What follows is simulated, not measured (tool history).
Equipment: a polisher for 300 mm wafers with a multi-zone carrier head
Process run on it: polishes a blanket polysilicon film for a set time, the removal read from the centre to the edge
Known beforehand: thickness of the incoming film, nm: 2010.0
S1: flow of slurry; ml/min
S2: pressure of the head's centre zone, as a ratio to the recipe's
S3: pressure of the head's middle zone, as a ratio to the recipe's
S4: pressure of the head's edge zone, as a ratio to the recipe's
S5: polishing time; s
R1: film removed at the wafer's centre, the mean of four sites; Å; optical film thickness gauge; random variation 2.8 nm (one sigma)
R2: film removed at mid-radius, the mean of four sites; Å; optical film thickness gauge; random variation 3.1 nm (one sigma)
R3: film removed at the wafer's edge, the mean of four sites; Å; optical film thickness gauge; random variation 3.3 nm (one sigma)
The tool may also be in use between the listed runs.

run 1 hour=0 | S1=235 S2=1 S3=1 S4=1 S5=73 | R1=4831.7 R2=4777.3 R3=4899.8
run 2 hour=7.7 | S1=235 S2=1.02 S3=0.98 S4=0.95 S5=68 | R1=4539.8 R2=4429.9 R3=4451.8
run 3 hour=11.5 | S1=230 S2=1.05 S3=0.95 S4=0.92 S5=65 | R1=4450.2 R2=4058.5 R3=4245
run 4 hour=14.4 | S1=230 S2=1.07 S3=0.95 S4=0.89 S5=63 | R1=4428.6 R2=4013.3 R3=3982.3
run 5 hour=18.9 | S1=230 S2=1.04 S3=0.95 S4=0.89 S5=63 | R1=4282.6 R2=4039.6 R3=3959.7
run 6 hour=25.9 | S1=230 S2=1.04 S3=1.01 S4=0.89 S5=63 | R1=4292.6 R2=4183.3 R3=4005.7

Run 7 comes next. What will it give?
run 7 hour=32.1 | S1=220 S2=1.06 S3=0.97 S4=0.87 S5=62 | R1=? R2=? R3=?

R1: 4269 Å
R2: 3931.8 Å
R3: 3784.9 Å

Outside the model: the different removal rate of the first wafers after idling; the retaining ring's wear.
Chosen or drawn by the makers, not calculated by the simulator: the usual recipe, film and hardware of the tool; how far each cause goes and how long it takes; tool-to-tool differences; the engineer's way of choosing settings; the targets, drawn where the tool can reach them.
